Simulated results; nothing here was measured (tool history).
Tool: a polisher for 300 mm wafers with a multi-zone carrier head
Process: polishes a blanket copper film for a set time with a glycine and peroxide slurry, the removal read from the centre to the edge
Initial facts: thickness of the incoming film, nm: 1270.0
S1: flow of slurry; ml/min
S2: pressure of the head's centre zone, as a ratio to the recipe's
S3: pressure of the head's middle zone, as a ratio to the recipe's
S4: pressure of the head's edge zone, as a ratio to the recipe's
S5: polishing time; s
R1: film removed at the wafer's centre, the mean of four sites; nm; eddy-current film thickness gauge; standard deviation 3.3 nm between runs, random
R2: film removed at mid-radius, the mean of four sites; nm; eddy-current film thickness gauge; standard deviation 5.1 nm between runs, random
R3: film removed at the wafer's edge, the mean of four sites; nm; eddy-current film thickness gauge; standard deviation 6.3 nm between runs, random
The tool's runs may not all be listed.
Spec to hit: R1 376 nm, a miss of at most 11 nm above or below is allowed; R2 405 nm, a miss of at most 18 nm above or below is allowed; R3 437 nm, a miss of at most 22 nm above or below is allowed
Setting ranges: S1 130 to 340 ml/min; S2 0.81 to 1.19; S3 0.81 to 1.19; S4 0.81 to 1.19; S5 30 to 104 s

run  hour   S1    S2    S3    S4  S5      R1      R2      R3
  1     0  220     1     1     1  67  433.42  436.58  445.48
  2   3.9  220     1     1     1  74  486.11  473.19   514.5
  3   5.3  215  0.98  0.99  0.99  73  473.55  481.48  478.29
  4  13.5  215  0.98  0.99  1.04  73  464.81  474.74   494.7
  5  14.6  215  0.97  0.97  1.06  72  451.09  468.95  500.46
  6  20.6  210  0.96  0.95  1.06  71  445.97  446.08  488.35
  7  25.6  205  0.94  0.94  1.06  70  423.58  439.17  473.69
  8    27  200  0.93  0.93  1.06  70  423.13  434.66  475.31
  9  30.2  200  0.93  0.93  1.06  70  424.95  428.82  480.11
 10  36.5  200  0.93  0.93  1.06  70  417.57  430.01  473.39
 11  44.5  195  0.92  0.93  1.05  70  415.58  424.91  481.64
 12    50  195  0.92  0.93  1.05  70   406.2  426.62  471.69
 13  55.3  190  0.92  0.93  1.04  70   411.9   412.5  476.75
 14  61.6  195  0.91  0.93  1.03  69  411.14  415.62  469.63
 15  65.7  195  0.91  0.94  1.03  68  392.76  421.59  450.81
 16  70.3  190  0.91  0.94  1.03  68  397.99  412.82   457.7

Exactly one of the 5 candidate moves below puts every result within its allowed miss. Which one?
  A  74.9  220  0.97   0.9  0.97  68   ?   ?   ?
  B  74.9  180  0.89  0.87  0.99  75   ?   ?   ?
  C  74.9  145  0.89  0.92  1.06  75   ?   ?   ?
  D  74.9  160  0.96  0.86  0.96  75   ?   ?   ?
  E  74.9  160  0.91  0.95     1  67   ?   ?   ?

move      R1      R2      R3
   A  435.51  412.46   459.2
   B   424.5  428.81  498.85
   C  403.43  428.16  497.02
   D  446.32  415.02  484.17
   E  378.01  401.21  439.61
A: further off than the last run
B: further off than the last run
C: further off than the last run
D: further off than the last run
E: in spec on every target
The move that meets every target is E.
